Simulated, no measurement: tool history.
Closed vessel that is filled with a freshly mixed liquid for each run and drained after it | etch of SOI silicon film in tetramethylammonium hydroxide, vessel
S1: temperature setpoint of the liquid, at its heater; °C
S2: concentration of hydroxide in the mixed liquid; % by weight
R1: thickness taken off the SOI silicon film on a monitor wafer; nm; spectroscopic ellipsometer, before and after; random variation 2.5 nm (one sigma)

Run 1, hour 0.0: S1 65.0 °C, S2 8.0 % by weight, time in the liquid (s) 90. Result: R1 525.49 nm.
Run 2, hour 6.7: S1 65.0 °C, S2 8.0 % by weight, time in the liquid (s) 95. Result: R1 551.40 nm.
Run 3, hour 14.3: S1 65.0 °C, S2 6.5 % by weight, time in the liquid (s) 95. Result: R1 588.89 nm.
Run 4, hour 22.0: S1 65.0 °C, S2 6.5 % by weight, time in the liquid (s) 95. Result: R1 589.19 nm.
Run 5, hour 27.9: S1 64.0 °C, S2 6.5 % by weight, time in the liquid (s) 95. Result: R1 550.87 nm.
Run 6, hour 31.3: S1 63.5 °C, S2 6.5 % by weight, time in the liquid (s) 95. Result: R1 537.33 nm.

Run 7 comes next. What will it give?
Run 7, hour 40.0: S1 63.0 °C, S2 6.5 % by weight, time in the liquid (s) 95. Result: R1 ?.

R1: 520.78 nm
